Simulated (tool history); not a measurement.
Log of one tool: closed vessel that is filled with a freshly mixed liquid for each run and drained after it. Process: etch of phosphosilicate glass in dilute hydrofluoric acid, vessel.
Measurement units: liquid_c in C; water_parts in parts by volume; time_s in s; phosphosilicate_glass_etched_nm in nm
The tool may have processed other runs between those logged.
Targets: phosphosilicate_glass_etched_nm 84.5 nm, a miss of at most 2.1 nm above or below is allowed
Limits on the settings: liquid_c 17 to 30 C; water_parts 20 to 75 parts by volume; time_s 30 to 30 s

| run | hour | liquid_c | water_parts | time_s | phosphosilicate_glass_etched_nm |
|---|---|---|---|---|---|
| 1 | 0 | 22 | 45 | 30 | 128.73 |
| 2 | 6.8 | 22 | 45 | 30 | 128.52 |
| 3 | 13.4 | 22 | 45 | 30 | 129.37 |
| 4 | 21.3 | 24.5 | 45 | 30 | 142.89 |
| 5 | 27.5 | 24.5 | 45 | 30 | 143.54 |
| 6 | 29.6 | 24.5 | 60 | 30 | 105.63 |
| 7 | 33.1 | 23.5 | 60 | 30 | 101.28 |
| 8 | 40.8 | 22.5 | 60 | 30 | 97.205 |
| 9 | 47 | 22 | 60 | 30 | 95.72 |
| 10 | 50.3 | 21.5 | 60 | 30 | 92.899 |
| 11 | 55 | 21 | 60 | 30 | 91.55 |
| 12 | 59.3 | 20.5 | 60 | 30 | 89.909 |
| 13 | 64.7 | 20 | 60 | 30 | 87.157 |

Exactly one of the 4 candidate moves below puts every result within its allowed miss. Which one?
| A | 70.1 | 21 | 65 | 30 | ? |
| B | 70.1 | 18.5 | 55 | 30 | ? |
| C | 70.1 | 18 | 60 | 30 | ? |
| D | 70.1 | 23.5 | 75 | 30 | ? |

| move | phosphosilicate_glass_etched_nm |
|---|---|
| A | 83.857 |
| B | 90.224 |
| C | 80.492 |
| D | 79.555 |
A: every result within its allowed miss
B: misses by more than the last run did
C: takes the biggest miss from the last run beyond its target
D: takes the biggest miss from the last run beyond its target
Move A is the one to make.
